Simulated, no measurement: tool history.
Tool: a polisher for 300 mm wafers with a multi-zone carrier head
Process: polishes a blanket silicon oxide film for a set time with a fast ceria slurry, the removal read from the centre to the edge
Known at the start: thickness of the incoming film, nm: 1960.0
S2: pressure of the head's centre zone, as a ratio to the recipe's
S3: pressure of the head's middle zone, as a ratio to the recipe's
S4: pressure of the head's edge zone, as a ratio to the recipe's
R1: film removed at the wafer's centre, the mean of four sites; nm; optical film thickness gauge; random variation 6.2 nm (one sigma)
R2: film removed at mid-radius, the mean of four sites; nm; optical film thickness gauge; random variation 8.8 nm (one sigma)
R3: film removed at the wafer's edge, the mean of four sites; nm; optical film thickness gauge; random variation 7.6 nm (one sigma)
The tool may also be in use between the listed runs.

{"run": 1, "day": 0.0, "flow of slurry (ml/min)": 200, "S2": 1.0, "S3": 1.0, "S4": 1.0, "polishing time (s)": 49, "R1": 676.17, "R2": 639.05, "R3": 654.22}
{"run": 2, "day": 0.275, "flow of slurry (ml/min)": 205, "S2": 0.99, "S3": 0.99, "S4": 1.04, "polishing time (s)": 52, "R1": 714.17, "R2": 675.89, "R3": 710.47}
{"run": 3, "day": 0.438, "flow of slurry (ml/min)": 205, "S2": 0.99, "S3": 0.95, "S4": 1.04, "polishing time (s)": 52, "R1": 711.75, "R2": 648.94, "R3": 707.82}
{"run": 4, "day": 0.638, "flow of slurry (ml/min)": 205, "S2": 0.99, "S3": 0.95, "S4": 0.96, "polishing time (s)": 52, "R1": 709.86, "R2": 662.17, "R3": 688.47}
{"run": 5, "day": 0.846, "flow of slurry (ml/min)": 210, "S2": 0.97, "S3": 0.94, "S4": 1.0, "polishing time (s)": 54, "R1": 731.61, "R2": 666.59, "R3": 726.41}
{"run": 6, "day": 1.212, "flow of slurry (ml/min)": 210, "S2": 0.93, "S3": 0.94, "S4": 1.0, "polishing time (s)": 54, "R1": 699.25, "R2": 672.55, "R3": 727.54}

Expected results for the next run?
{"run": 7, "day": 1.242, "flow of slurry (ml/min)": 210, "S2": 0.93, "S3": 0.94, "S4": 1.0, "polishing time (s)": 54, "R1": "?", "R2": "?", "R3": "?"}

Run 7 gave R1 708.03 nm, R2 676.12 nm, R3 737.80 nm.
